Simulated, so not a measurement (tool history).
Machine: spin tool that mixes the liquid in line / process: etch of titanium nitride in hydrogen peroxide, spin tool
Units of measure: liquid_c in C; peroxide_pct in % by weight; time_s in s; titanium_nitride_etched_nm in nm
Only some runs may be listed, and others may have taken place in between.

run  hour  liquid_c  peroxide_pct  time_s  titanium_nitride_etched_nm
  1     0        47            24     280                      22.048
  2   9.1        46            24     280                      20.768
  3  18.1        46            26     280                      21.085
  4  20.7        45            26     280                      19.188
  5    22        41            26     280                      14.348
  6  24.9      40.5            26     280                       14.01
  7  25.6        40            26     280                      13.547

For run 8, what comes out?
  8  28.5      39.5            26     280                           ?

For run 8 the tool returned titanium_nitride_etched_nm 12.951 nm.
